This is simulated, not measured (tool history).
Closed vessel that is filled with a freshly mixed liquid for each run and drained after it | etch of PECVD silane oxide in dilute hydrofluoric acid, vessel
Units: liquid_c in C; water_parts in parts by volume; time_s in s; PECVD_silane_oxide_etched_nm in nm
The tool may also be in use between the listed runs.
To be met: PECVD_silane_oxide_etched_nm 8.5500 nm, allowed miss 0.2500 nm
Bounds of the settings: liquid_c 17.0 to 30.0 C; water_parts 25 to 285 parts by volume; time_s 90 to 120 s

run	hour	liquid_c	water_parts	time_s	PECVD_silane_oxide_etched_nm
1	0.0	22.0	155	120	11.2720
2	3.4	21.0	160	120	10.5500
3	4.9	18.0	160	120	9.2519
4	7.2	18.0	160	120	9.2848
5	8.2	20.0	160	120	9.8588
6	15.2	20.0	160	120	9.9656
7	18.6	20.0	160	120	10.0650
8	26.7	19.5	160	120	9.9023
9	33.4	19.0	160	120	9.7300
10	35.5	18.5	160	120	9.2952
11	36.5	18.5	160	120	9.4495
12	44.0	18.0	160	120	9.2946
13	44.9	17.0	170	120	8.3828

4 next moves are on the table. One of them brings every result within its allowed miss. Which?
A	45.8	17.0	150	100	?
B	45.8	19.0	180	115	?
C	45.8	17.5	170	120	?
D	45.8	17.0	180	120	?

move	PECVD_silane_oxide_etched_nm
A	8.0079
B	8.0777
C	8.4879
D	7.7823
A: further off than the last run
B: further off than the last run
C: meets every target
D: further off than the last run
Move C is the one to make.
